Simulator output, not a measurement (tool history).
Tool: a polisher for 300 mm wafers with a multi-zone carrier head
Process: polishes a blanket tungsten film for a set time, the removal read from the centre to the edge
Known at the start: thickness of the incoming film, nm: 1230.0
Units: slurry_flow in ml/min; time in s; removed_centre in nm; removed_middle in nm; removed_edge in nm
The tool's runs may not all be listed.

| run | day | slurry_flow | centre_zone | middle_zone | edge_zone | slurry_solids | time | removed_centre | removed_middle | removed_edge |
|---|---|---|---|---|---|---|---|---|---|---|
| 1 | 0 | 225 | 1 | 1 | 1 | 1 | 41 | 280.19 | 285.13 | 278.11 |
| 2 | 0.062 | 220 | 0.98 | 0.98 | 0.99 | 0.9 | 40 | 261.32 | 259.63 | 268.71 |
| 3 | 0.271 | 220 | 0.97 | 0.99 | 0.98 | 0.85 | 39 | 246.45 | 262.58 | 258.1 |
| 4 | 0.642 | 220 | 0.97 | 1.04 | 0.98 | 0.85 | 39 | 244.4 | 265.06 | 251.85 |
| 5 | 0.812 | 185 | 0.97 | 1.04 | 0.98 | 0.85 | 39 | 244.64 | 256.25 | 249.73 |
| 6 | 1.062 | 180 | 0.96 | 1.03 | 0.97 | 0.8 | 38 | 228.86 | 250.68 | 239.57 |

Forecast run 7:
| 7 | 1.154 | 175 | 0.96 | 1.01 | 0.97 | 0.75 | 37 | ? | ? | ? |

Run 7 gave removed_centre 216.11 nm, removed_middle 230.18 nm, removed_edge 227.64 nm.

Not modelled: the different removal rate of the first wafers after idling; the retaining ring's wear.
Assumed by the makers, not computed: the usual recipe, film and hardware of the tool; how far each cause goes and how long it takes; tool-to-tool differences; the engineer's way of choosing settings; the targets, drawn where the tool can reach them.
